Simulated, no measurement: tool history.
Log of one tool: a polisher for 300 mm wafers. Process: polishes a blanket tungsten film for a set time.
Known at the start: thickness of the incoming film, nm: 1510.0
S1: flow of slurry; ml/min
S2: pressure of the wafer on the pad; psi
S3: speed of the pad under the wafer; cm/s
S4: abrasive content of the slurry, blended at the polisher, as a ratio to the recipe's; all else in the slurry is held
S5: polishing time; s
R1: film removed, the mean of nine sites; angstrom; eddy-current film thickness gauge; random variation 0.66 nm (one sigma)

run	hour	S1	S2	S3	S4	S5	R1
1	0.0	295	4.6	106	1.0	23	1422.70
2	6.4	365	4.6	106	1.0	23	1439.60
3	6.9	365	4.6	106	0.9	23	1421.20
4	12.5	365	4.2	106	0.9	23	1312.90
5	13.5	365	4.2	106	0.9	23	1295.90
6	17.0	365	3.9	106	0.9	23	1242.10
7	19.8	365	3.6	104	0.9	23	1155.70
8	23.3	365	3.4	102	0.9	23	1072.40
9	27.0	365	3.2	102	0.9	23	1026.00
10	33.3	355	2.1	102	0.9	23	755.13

Forecast run 11:
11	37.9	365	2.1	102	0.9	23	?

Run 11 gave R1 755.86 angstrom.
